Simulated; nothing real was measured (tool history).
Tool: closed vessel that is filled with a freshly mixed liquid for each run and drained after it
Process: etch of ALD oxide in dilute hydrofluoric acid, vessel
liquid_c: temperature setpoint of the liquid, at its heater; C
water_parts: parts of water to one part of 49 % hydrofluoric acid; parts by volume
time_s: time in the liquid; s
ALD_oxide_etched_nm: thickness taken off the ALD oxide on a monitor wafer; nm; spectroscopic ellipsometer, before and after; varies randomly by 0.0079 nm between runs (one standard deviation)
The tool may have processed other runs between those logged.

run  hour  liquid_c  water_parts  time_s  ALD_oxide_etched_nm
  1   0.0      21.0          225      55               2.6140
  2   5.4      21.0          195      55               3.0928
  3   6.7      21.0          220      55               2.6614
  4   9.9      21.0          290      55               1.9081
  5  12.4      21.0          290      30               1.0389
  6  19.5      23.5          280      30               1.1772
  7  28.0      21.5          275      30               1.1221
  8  36.8      25.5          250      30               1.4644
  9  43.1      23.5          250      30               1.3652
 10  50.0      21.5          245      30               1.2885
 11  58.5      23.5          240      30               1.4557

Run 12 is up next; what results do you expect?
 12  60.6      22.5          235      30                    ?

ALD_oxide_etched_nm: 1.4332 nm
